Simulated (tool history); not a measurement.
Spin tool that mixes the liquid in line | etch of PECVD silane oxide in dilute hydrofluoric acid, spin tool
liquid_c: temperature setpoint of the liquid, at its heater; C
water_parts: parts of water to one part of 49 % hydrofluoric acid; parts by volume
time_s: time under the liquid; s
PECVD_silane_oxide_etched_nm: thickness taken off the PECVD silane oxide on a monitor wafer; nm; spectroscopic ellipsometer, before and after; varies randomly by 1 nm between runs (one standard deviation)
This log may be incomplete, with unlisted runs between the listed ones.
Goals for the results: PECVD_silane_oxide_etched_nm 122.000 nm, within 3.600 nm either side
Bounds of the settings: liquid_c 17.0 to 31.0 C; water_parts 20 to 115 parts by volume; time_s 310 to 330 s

run  hour  liquid_c  water_parts  time_s  PECVD_silane_oxide_etched_nm
  1   0.0      23.0           65     310                        64.112
  2   8.7      24.0           60     310                        72.545
  3  12.7      24.0           50     310                        88.268
  4  19.7      25.5           50     310                        95.066
  5  21.7      25.5           50     310                        96.181
  6  23.9      26.0           50     310                        95.529
  7  29.5      26.5           50     310                        97.457
  8  35.1      27.0           50     310                       100.410
  9  40.3      27.5           50     310                       103.060
 10  41.3      31.0           50     310                       115.820
 11  47.9      31.0           45     310                       131.600
 12  50.3      30.5           45     310                       128.830

Next run, 4 choices. One meets every target within its allowed miss, the rest don't. Which?
  A  52.7      31.0           45     320                             ?
  B  52.7      31.0           50     320                             ?
  C  52.7      30.0           40     310                             ?
  D  52.7      31.0           45     330                             ?

move  PECVD_silane_oxide_etched_nm
   A                       135.880
   B                       121.330
   C                       143.490
   D                       140.120
A: further off than the last run
B: hits every target within its allowed miss
C: further off than the last run
D: further off than the last run
B meets every target.

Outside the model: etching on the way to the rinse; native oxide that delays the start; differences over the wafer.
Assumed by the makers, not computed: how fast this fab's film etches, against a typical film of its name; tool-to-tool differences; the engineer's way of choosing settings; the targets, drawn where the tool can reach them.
